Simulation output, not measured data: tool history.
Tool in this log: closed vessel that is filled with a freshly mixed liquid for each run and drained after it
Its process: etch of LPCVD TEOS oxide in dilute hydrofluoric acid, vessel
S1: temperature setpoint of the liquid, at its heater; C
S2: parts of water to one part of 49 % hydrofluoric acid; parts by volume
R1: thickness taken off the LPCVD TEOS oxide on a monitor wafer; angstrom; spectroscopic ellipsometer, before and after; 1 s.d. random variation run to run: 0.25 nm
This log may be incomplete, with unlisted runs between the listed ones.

run 1 day=0 | S1=24 S2=160 time_in_the_liquid_(s)=105 | R1=197.07
run 2 day=0.283 | S1=25.5 S2=155 time_in_the_liquid_(s)=105 | R1=222.67
run 3 day=0.358 | S1=25.5 S2=155 time_in_the_liquid_(s)=105 | R1=222.39
run 4 day=0.533 | S1=26.5 S2=155 time_in_the_liquid_(s)=105 | R1=228.21
run 5 day=0.842 | S1=26.5 S2=155 time_in_the_liquid_(s)=115 | R1=247.48
run 6 day=0.908 | S1=26.5 S2=155 time_in_the_liquid_(s)=105 | R1=229.49

Predict the results of run 7:
run 7 day=1.083 | S1=27.5 S2=155 time_in_the_liquid_(s)=105 | R1=?

R1: 236.43 angstrom
